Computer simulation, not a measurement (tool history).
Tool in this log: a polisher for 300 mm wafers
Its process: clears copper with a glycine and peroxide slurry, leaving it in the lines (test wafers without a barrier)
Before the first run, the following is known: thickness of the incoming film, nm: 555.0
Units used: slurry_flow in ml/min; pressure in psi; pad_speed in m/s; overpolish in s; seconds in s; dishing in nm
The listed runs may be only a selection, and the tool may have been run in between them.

run	hour	slurry_flow	pressure	pad_speed	overpolish	seconds	dishing
1	0	190	2	0.76	10	165.32	25.101
2	6.7	190	2	0.6	10	192.25	21.07
3	11.7	190	2	0.68	10	180.89	22.841
4	17.1	190	2	0.58	10	199.48	21.132
5	22	190	2.2	0.6	11	186.42	24.711
6	25.2	190	2.4	0.64	12	168.8	28.027
7	26.5	190	2.5	0.66	13	160.77	32.331
8	34.4	190	2.6	0.68	13	154.81	34.686

What will run 9 give?
9	40.1	190	2.7	0.7	13	?	?

seconds: 147.56 s
dishing: 34.094 nm

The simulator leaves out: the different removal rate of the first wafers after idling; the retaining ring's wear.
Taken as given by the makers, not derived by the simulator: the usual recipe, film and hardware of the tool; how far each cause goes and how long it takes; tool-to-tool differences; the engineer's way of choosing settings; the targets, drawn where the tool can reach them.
